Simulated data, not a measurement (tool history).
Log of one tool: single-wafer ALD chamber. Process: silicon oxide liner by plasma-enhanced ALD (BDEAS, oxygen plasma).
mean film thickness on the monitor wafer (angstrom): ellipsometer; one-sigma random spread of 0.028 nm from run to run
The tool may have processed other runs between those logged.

run,day,heater temperature setpoint (°C),number of ALD cycles (cycles),mean film thickness on the monitor wafer (angstrom)
1,0,315,65,60.034
2,0.117,315,63,58.713
3,0.375,315,61,56.625
4,0.483,321,61,55.71
5,0.546,322,60,54.908
6,0.617,313,60,55.594
7,0.95,313,59,54.499

Expected results for the next run?
8,1.083,313,58,?

Run 8 yielded mean film thickness on the monitor wafer (angstrom) 53.628.

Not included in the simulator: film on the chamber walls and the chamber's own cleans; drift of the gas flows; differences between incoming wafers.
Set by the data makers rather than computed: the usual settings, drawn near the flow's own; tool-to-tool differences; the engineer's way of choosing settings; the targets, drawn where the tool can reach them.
